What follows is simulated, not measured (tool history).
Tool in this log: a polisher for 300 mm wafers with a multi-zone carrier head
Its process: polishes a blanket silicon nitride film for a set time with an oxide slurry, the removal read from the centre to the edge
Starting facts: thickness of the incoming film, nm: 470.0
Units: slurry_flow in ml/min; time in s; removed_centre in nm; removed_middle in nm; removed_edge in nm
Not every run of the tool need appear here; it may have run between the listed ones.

Run 1, hour 0.0: slurry_flow 230 ml/min, centre_zone 1.00, middle_zone 1.00, edge_zone 1.00, slurry_solids 1.00, time 61 s. Result: removed_centre 37.475 nm, removed_middle 38.650 nm, removed_edge 37.851 nm.
Run 2, hour 8.9: slurry_flow 245 ml/min, centre_zone 1.05, middle_zone 1.03, edge_zone 1.04, slurry_solids 1.05, time 61 s. Result: removed_centre 39.950 nm, removed_middle 41.518 nm, removed_edge 40.570 nm.
Run 3, hour 15.7: slurry_flow 245 ml/min, centre_zone 1.05, middle_zone 1.03, edge_zone 1.04, slurry_solids 1.05, time 69 s. Result: removed_centre 45.081 nm, removed_middle 47.313 nm, removed_edge 46.137 nm.
Run 4, hour 22.0: slurry_flow 260 ml/min, centre_zone 1.09, middle_zone 1.03, edge_zone 1.02, slurry_solids 1.05, time 69 s. Result: removed_centre 46.521 nm, removed_middle 46.501 nm, removed_edge 45.250 nm.
Run 5, hour 24.2: slurry_flow 265 ml/min, centre_zone 1.12, middle_zone 1.04, edge_zone 1.02, slurry_solids 1.10, time 69 s. Result: removed_centre 48.891 nm, removed_middle 49.073 nm, removed_edge 46.687 nm.
Run 6, hour 25.7: slurry_flow 270 ml/min, centre_zone 1.14, middle_zone 1.04, edge_zone 1.02, slurry_solids 1.10, time 69 s. Result: removed_centre 49.197 nm, removed_middle 47.997 nm, removed_edge 45.699 nm.
Run 7, hour 33.3: slurry_flow 270 ml/min, centre_zone 1.14, middle_zone 1.04, edge_zone 1.02, slurry_solids 1.10, time 69 s. Result: removed_centre 49.084 nm, removed_middle 47.066 nm, removed_edge 45.598 nm.

Run 8 has not been measured yet. What should we expect?
Run 8, hour 34.3: slurry_flow 275 ml/min, centre_zone 1.15, middle_zone 1.05, edge_zone 1.02, slurry_solids 1.10, time 69 s. Result: removed_centre ?, removed_middle ?, removed_edge ?.

Run 8 yielded removed_centre 49.935 nm, removed_middle 47.604 nm, removed_edge 46.309 nm.
